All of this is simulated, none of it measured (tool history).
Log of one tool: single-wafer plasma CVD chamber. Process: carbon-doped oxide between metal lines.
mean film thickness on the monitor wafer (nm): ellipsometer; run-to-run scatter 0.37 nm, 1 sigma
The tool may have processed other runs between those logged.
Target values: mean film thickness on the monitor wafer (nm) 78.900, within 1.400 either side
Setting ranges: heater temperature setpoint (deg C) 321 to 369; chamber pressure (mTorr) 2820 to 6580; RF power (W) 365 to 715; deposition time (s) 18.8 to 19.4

| run | hour | heater temperature setpoint (deg C) | chamber pressure (mTorr) | RF power (W) | deposition time (s) | mean film thickness on the monitor wafer (nm) |
|---|---|---|---|---|---|---|
| 1 | 0.0 | 345 | 4700 | 540 | 18.8 | 91.605 |
| 2 | 3.0 | 345 | 4700 | 540 | 18.8 | 91.667 |
| 3 | 8.7 | 345 | 4700 | 610 | 18.8 | 98.157 |
| 4 | 17.6 | 345 | 4700 | 610 | 18.8 | 99.332 |
| 5 | 25.6 | 345 | 4700 | 685 | 18.8 | 105.140 |
| 6 | 26.3 | 345 | 4700 | 685 | 19.4 | 108.810 |
| 7 | 34.4 | 348 | 4340 | 615 | 19.2 | 98.814 |
| 8 | 39.7 | 351 | 3980 | 575 | 19.1 | 92.327 |

Exercise: of the 4 proposed moves below, exactly one satisfies all targets within the stated allowed misses. Which move is it?
| A | 45.0 | 360 | 4160 | 485 | 19.2 | ? |
| B | 45.0 | 350 | 2820 | 465 | 18.8 | ? |
| C | 45.0 | 359 | 4270 | 435 | 18.8 | ? |
| D | 45.0 | 353 | 3560 | 480 | 18.8 | ? |

| move | mean film thickness on the monitor wafer (nm) |
|---|---|
| A | 81.495 |
| B | 76.295 |
| C | 74.943 |
| D | 78.815 |
A: nearer the targets than the last run, but a result is still out of spec
B: takes the result that was furthest off past its target
C: takes the result that was furthest off past its target
D: in spec on every target
Move D is the one to make.
